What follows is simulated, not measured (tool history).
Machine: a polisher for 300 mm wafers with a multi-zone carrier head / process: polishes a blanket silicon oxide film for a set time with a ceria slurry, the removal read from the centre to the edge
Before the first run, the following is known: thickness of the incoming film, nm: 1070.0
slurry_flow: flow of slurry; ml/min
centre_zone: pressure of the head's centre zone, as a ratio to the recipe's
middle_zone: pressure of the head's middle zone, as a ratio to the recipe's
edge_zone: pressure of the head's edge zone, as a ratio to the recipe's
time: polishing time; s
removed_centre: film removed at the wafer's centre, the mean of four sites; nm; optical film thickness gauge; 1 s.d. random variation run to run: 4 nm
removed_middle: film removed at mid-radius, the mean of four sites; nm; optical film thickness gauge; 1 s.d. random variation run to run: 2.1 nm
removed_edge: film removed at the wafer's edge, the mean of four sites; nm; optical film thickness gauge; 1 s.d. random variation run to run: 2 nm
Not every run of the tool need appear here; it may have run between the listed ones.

| run | hour | slurry_flow | centre_zone | middle_zone | edge_zone | time | removed_centre | removed_middle | removed_edge |
|---|---|---|---|---|---|---|---|---|---|
| 1 | 0 | 210 | 1 | 1 | 1 | 66 | 347.86 | 356.27 | 346.49 |
| 2 | 2.2 | 195 | 0.99 | 0.98 | 0.99 | 66 | 335.68 | 353.74 | 344.62 |
| 3 | 7.9 | 245 | 0.99 | 0.98 | 0.99 | 66 | 348.07 | 360.14 | 352.13 |
| 4 | 13 | 245 | 0.99 | 0.98 | 1.05 | 66 | 355.01 | 357.93 | 364.4 |
| 5 | 20 | 230 | 0.98 | 0.96 | 1.02 | 65 | 346.66 | 343.84 | 349.46 |
| 6 | 25.3 | 230 | 0.98 | 0.96 | 0.97 | 65 | 345.37 | 342.54 | 339.52 |
| 7 | 34 | 215 | 0.96 | 0.95 | 0.97 | 65 | 333.3 | 337.6 | 340.37 |

What does the tool deliver on the next run?
| 8 | 42.5 | 205 | 0.95 | 0.94 | 0.96 | 65 | ? | ? | ? |

removed_centre: 326.58 nm
removed_middle: 335.22 nm
removed_edge: 333.45 nm
